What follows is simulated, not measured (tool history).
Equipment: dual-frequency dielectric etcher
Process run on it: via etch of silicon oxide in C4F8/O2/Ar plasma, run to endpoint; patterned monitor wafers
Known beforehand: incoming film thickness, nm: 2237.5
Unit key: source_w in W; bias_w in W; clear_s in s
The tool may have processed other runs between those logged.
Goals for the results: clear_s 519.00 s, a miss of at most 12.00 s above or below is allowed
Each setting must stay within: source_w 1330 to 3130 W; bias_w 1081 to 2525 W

Run 1, hour 0.0: source_w 2230 W, bias_w 1803 W. Result: clear_s 440.86 s.
Run 2, hour 8.1: source_w 2140 W, bias_w 1782 W. Result: clear_s 451.56 s.
Run 3, hour 13.8: source_w 2070 W, bias_w 1767 W. Result: clear_s 452.12 s.
Run 4, hour 18.3: source_w 1990 W, bias_w 1722 W. Result: clear_s 462.27 s.
Run 5, hour 19.1: source_w 1800 W, bias_w 1722 W. Result: clear_s 478.54 s.
Run 6, hour 21.1: source_w 1940 W, bias_w 1722 W. Result: clear_s 457.95 s.
Run 7, hour 26.1: source_w 1870 W, bias_w 1645 W. Result: clear_s 472.07 s.
Run 8, hour 28.4: source_w 1810 W, bias_w 1624 W. Result: clear_s 484.03 s.
Run 9, hour 36.6: source_w 1770 W, bias_w 1613 W. Result: clear_s 487.17 s.
Run 10, hour 43.8: source_w 1730 W, bias_w 1603 W. Result: clear_s 488.82 s.
Run 11, hour 45.6: source_w 1390 W, bias_w 1513 W. Result: clear_s 536.05 s.

Which of these 5 next moves meets every target?
Run A, hour 47.4: source_w 1330 W, bias_w 1195 W. Result: clear_s ?.
Run B, hour 47.4: source_w 1330 W, bias_w 1489 W. Result: clear_s ?.
Run C, hour 47.4: source_w 1330 W, bias_w 1265 W. Result: clear_s ?.
Run D, hour 47.4: source_w 1460 W, bias_w 1551 W. Result: clear_s ?.
Run E, hour 47.4: source_w 1330 W, bias_w 1459 W. Result: clear_s ?.

move  clear_s
   A   583.27
   B   551.78
   C   575.15
   D   530.57
   E   554.70
A: further off than the last run
B: further off than the last run
C: further off than the last run
D: every result lands within tolerance
E: further off than the last run
Answer: D
